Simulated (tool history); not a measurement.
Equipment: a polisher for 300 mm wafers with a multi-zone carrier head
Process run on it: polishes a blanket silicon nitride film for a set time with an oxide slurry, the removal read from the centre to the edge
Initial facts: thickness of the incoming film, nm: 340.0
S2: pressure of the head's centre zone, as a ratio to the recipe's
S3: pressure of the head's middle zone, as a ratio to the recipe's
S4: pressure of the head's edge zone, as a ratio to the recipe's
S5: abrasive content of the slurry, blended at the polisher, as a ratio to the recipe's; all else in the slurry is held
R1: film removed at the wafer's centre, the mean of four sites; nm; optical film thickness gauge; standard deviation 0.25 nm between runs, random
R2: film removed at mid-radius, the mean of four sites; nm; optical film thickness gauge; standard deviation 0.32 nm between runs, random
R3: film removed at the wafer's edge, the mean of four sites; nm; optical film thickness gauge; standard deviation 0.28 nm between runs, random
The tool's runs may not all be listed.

Run 1, hour 0.0: flow of slurry (ml/min) 250, S2 1.00, S3 1.00, S4 1.00, S5 1.00, polishing time (s) 81. Result: R1 37.053 nm, R2 37.980 nm, R3 37.963 nm.
Run 2, hour 8.9: flow of slurry (ml/min) 250, S2 1.00, S3 1.00, S4 1.00, S5 1.15, polishing time (s) 81. Result: R1 38.747 nm, R2 39.985 nm, R3 40.721 nm.
Run 3, hour 12.5: flow of slurry (ml/min) 250, S2 0.92, S3 1.00, S4 1.00, S5 1.15, polishing time (s) 81. Result: R1 36.186 nm, R2 40.641 nm, R3 40.817 nm.
Run 4, hour 21.0: flow of slurry (ml/min) 240, S2 0.92, S3 0.95, S4 0.99, S5 0.95, polishing time (s) 78. Result: R1 32.177 nm, R2 35.100 nm, R3 36.020 nm.
Run 5, hour 22.4: flow of slurry (ml/min) 235, S2 0.94, S3 0.91, S4 0.99, S5 0.85, polishing time (s) 75. Result: R1 30.450 nm, R2 30.817 nm, R3 33.334 nm.
Run 6, hour 30.8: flow of slurry (ml/min) 230, S2 0.94, S3 0.89, S4 0.98, S5 0.75, polishing time (s) 73. Result: R1 27.714 nm, R2 28.641 nm, R3 31.384 nm.
Run 7, hour 37.2: flow of slurry (ml/min) 230, S2 0.97, S3 0.88, S4 0.96, S5 0.70, polishing time (s) 72. Result: R1 27.974 nm, R2 26.617 nm, R3 29.504 nm.

Predict the results of run 8:
Run 8, hour 38.9: flow of slurry (ml/min) 225, S2 0.96, S3 0.86, S4 0.94, S5 0.65, polishing time (s) 72. Result: R1 ?, R2 ?, R3 ?.

{"run 8": {"R1": 26.54, "R2": 24.974, "R3": 28.17}}

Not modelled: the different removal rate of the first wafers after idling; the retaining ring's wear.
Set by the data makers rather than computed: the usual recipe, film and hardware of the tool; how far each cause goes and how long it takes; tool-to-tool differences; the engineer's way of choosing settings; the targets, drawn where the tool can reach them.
